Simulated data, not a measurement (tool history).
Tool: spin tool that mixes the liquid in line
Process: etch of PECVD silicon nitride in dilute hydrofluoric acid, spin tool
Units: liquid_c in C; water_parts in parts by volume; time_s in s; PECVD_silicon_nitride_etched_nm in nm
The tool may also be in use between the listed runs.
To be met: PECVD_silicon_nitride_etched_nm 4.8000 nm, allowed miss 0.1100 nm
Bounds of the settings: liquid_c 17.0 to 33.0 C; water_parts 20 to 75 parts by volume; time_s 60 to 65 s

run	day	liquid_c	water_parts	time_s	PECVD_silicon_nitride_etched_nm
1	0.000	25.0	45	60	7.2926
2	0.112	28.0	45	60	9.1085
3	0.221	26.0	45	60	7.8885
4	0.304	27.5	45	60	8.8007
5	0.362	30.0	45	60	10.2870
6	0.654	30.0	45	65	11.1330
7	1.025	30.0	45	65	11.2190
8	1.262	27.0	45	65	9.0531
9	1.612	23.0	45	65	6.9818
10	1.967	21.5	45	65	6.3749
11	2.188	20.5	45	65	5.9176

Which of these 5 next moves meets every target?
A	2.408	18.0	45	65	?
B	2.408	20.0	30	65	?
C	2.408	22.0	40	60	?
D	2.408	20.5	30	60	?
E	2.408	21.5	55	60	?

move	PECVD_silicon_nitride_etched_nm
A	4.9793
B	8.4800
C	6.8097
D	8.1064
E	4.8251
A: nearer than the last run, and not there yet
B: further off than the last run
C: further off than the last run
D: further off than the last run
E: meets every target
Answer: E
